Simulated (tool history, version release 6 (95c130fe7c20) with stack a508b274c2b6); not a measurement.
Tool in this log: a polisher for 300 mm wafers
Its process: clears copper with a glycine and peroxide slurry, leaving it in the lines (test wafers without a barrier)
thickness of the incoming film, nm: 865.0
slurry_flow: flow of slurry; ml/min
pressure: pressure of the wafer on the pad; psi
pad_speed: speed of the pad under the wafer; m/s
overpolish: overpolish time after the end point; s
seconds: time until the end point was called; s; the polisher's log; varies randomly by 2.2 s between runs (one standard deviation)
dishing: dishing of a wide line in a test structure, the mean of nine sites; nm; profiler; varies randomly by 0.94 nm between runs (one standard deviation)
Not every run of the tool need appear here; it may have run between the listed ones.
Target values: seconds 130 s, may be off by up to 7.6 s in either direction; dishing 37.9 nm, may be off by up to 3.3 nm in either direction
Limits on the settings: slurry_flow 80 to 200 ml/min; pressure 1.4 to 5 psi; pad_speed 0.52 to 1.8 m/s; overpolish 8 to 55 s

{"run": 1, "hour": 0.0, "slurry_flow": 130, "pressure": 3.2, "pad_speed": 1.16, "overpolish": 28, "seconds": 163.04, "dishing": 82.111}
{"run": 2, "hour": 7.7, "slurry_flow": 110, "pressure": 3.2, "pad_speed": 1.16, "overpolish": 28, "seconds": 167.02, "dishing": 78.122}
{"run": 3, "hour": 15.6, "slurry_flow": 110, "pressure": 4, "pad_speed": 1.16, "overpolish": 28, "seconds": 140.21, "dishing": 91.857}
{"run": 4, "hour": 19.4, "slurry_flow": 100, "pressure": 3.4, "pad_speed": 1.36, "overpolish": 22, "seconds": 140.85, "dishing": 76.258}
{"run": 5, "hour": 22.7, "slurry_flow": 100, "pressure": 3.4, "pad_speed": 1.1, "overpolish": 22, "seconds": 164.28, "dishing": 63.171}
{"run": 6, "hour": 30.9, "slurry_flow": 100, "pressure": 3.1, "pad_speed": 1.1, "overpolish": 22, "seconds": 179.19, "dishing": 65.689}
{"run": 7, "hour": 35.8, "slurry_flow": 80, "pressure": 4, "pad_speed": 0.78, "overpolish": 8, "seconds": 212.5, "dishing": 25.198}
{"run": 8, "hour": 39.6, "slurry_flow": 85, "pressure": 4.3, "pad_speed": 0.88, "overpolish": 8, "seconds": 183.03, "dishing": 28.25}
{"run": 9, "hour": 44.4, "slurry_flow": 95, "pressure": 4.5, "pad_speed": 0.94, "overpolish": 8, "seconds": 157.01, "dishing": 32.33}
{"run": 10, "hour": 48.5, "slurry_flow": 105, "pressure": 4.7, "pad_speed": 0.94, "overpolish": 8, "seconds": 158.09, "dishing": 32.787}
{"run": 11, "hour": 50.5, "slurry_flow": 105, "pressure": 4.8, "pad_speed": 0.98, "overpolish": 8, "seconds": 144.49, "dishing": 34.194}
{"run": 12, "hour": 54.7, "slurry_flow": 105, "pressure": 4.9, "pad_speed": 1, "overpolish": 8, "seconds": 140.82, "dishing": 35.652}
{"run": 13, "hour": 61.6, "slurry_flow": 105, "pressure": 4.9, "pad_speed": 1.02, "overpolish": 8, "seconds": 138.04, "dishing": 37.694}

Pick the move, out of 4, that brings all results within their allowed miss; only one does.
{"run": "A", "hour": 68.5, "slurry_flow": 85, "pressure": 4.9, "pad_speed": 1.02, "overpolish": 8, "seconds": "?", "dishing": "?"}
{"run": "B", "hour": 68.5, "slurry_flow": 125, "pressure": 5, "pad_speed": 0.86, "overpolish": 8, "seconds": "?", "dishing": "?"}
{"run": "C", "hour": 68.5, "slurry_flow": 105, "pressure": 4.7, "pad_speed": 1, "overpolish": 9, "seconds": "?", "dishing": "?"}
{"run": "D", "hour": 68.5, "slurry_flow": 110, "pressure": 4.8, "pad_speed": 1.12, "overpolish": 8, "seconds": "?", "dishing": "?"}

move=A seconds=143.59 dishing=34.802
move=B seconds=154.8 dishing=32.661
move=C seconds=145.83 dishing=37.993
move=D seconds=128.87 dishing=38.15
A: the biggest miss grows against the last run
B: the biggest miss grows against the last run
C: the biggest miss grows against the last run
D: each result inside its tolerance
Correct choice: D, which meets every target
